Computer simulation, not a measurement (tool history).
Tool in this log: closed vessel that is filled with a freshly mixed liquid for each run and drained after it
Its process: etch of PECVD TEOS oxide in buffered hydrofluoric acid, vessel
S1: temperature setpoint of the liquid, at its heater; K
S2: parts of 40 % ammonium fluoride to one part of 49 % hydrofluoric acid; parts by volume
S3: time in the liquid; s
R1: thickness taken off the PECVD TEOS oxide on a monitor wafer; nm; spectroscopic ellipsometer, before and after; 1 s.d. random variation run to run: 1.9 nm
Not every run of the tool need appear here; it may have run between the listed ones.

run	hour	S1	S2	S3	R1
1	0.0	296.15	10.0	105	308.81
2	3.9	296.15	7.5	105	404.90
3	5.5	296.15	7.5	105	405.63
4	12.6	299.65	7.5	105	489.83
5	20.3	299.65	9.0	105	400.44
6	23.2	299.65	9.0	105	398.32

Run 7 is up next; what results do you expect?
7	26.6	296.65	9.0	105	?

R1: 343.55 nm
